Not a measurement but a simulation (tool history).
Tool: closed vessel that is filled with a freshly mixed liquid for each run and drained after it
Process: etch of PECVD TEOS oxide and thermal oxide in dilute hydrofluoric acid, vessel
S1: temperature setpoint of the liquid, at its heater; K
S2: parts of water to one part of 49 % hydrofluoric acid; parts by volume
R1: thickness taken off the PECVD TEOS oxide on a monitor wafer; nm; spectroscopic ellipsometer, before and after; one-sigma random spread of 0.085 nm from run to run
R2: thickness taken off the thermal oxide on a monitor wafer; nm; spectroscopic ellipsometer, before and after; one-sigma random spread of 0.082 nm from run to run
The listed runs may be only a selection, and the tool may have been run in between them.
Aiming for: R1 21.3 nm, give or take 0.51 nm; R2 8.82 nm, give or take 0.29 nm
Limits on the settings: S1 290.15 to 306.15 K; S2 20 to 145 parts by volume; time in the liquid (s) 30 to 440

Run 1, hour 0: S1 298.15 K, S2 80 parts by volume, time in the liquid (s) 225. Result: R1 33.499 nm, R2 14.044 nm.
Run 2, hour 8.5: S1 296.15 K, S2 85 parts by volume, time in the liquid (s) 225. Result: R1 28.869 nm, R2 11.961 nm.
Run 3, hour 9.5: S1 294.65 K, S2 85 parts by volume, time in the liquid (s) 225. Result: R1 27.154 nm, R2 11.397 nm.
Run 4, hour 14: S1 297.65 K, S2 85 parts by volume, time in the liquid (s) 225. Result: R1 30.598 nm, R2 12.534 nm.
Run 5, hour 18.8: S1 296.15 K, S2 85 parts by volume, time in the liquid (s) 225. Result: R1 28.893 nm, R2 12.008 nm.
Run 6, hour 27.1: S1 296.15 K, S2 85 parts by volume, time in the liquid (s) 270. Result: R1 34.592 nm, R2 14.227 nm.
Run 7, hour 35.3: S1 292.15 K, S2 105 parts by volume, time in the liquid (s) 270. Result: R1 23.376 nm, R2 9.6575 nm.
Run 8, hour 36.6: S1 291.65 K, S2 105 parts by volume, time in the liquid (s) 270. Result: R1 22.758 nm, R2 9.4259 nm.
Run 9, hour 42.7: S1 291.15 K, S2 105 parts by volume, time in the liquid (s) 270. Result: R1 22.284 nm, R2 9.1385 nm.
Run 10, hour 51.2: S1 290.65 K, S2 105 parts by volume, time in the liquid (s) 270. Result: R1 21.934 nm, R2 9.0643 nm.

Exercise: of the 5 proposed moves below, exactly one satisfies all targets within the stated allowed misses. Which move is it?
Run A, hour 59.7: S1 296.65 K, S2 145 parts by volume, time in the liquid (s) 320. Result: R1 ?, R2 ?.
Run B, hour 59.7: S1 290.15 K, S2 115 parts by volume, time in the liquid (s) 320. Result: R1 ?, R2 ?.
Run C, hour 59.7: S1 291.65 K, S2 105 parts by volume, time in the liquid (s) 270. Result: R1 ?, R2 ?.
Run D, hour 59.7: S1 292.65 K, S2 105 parts by volume, time in the liquid (s) 255. Result: R1 ?, R2 ?.
Run E, hour 59.7: S1 290.15 K, S2 115 parts by volume, time in the liquid (s) 300. Result: R1 ?, R2 ?.

move      R1      R2
   A  22.882  9.4658
   B  22.946  9.4925
   C  22.808  9.4356
   D   22.45  9.2873
   E  21.512  8.8992
A: lands further from the targets than the last run did
B: lands further from the targets than the last run did
C: lands further from the targets than the last run did
D: lands further from the targets than the last run did
E: every result within its allowed miss
So the answer is move E, the one that meets all the targets.
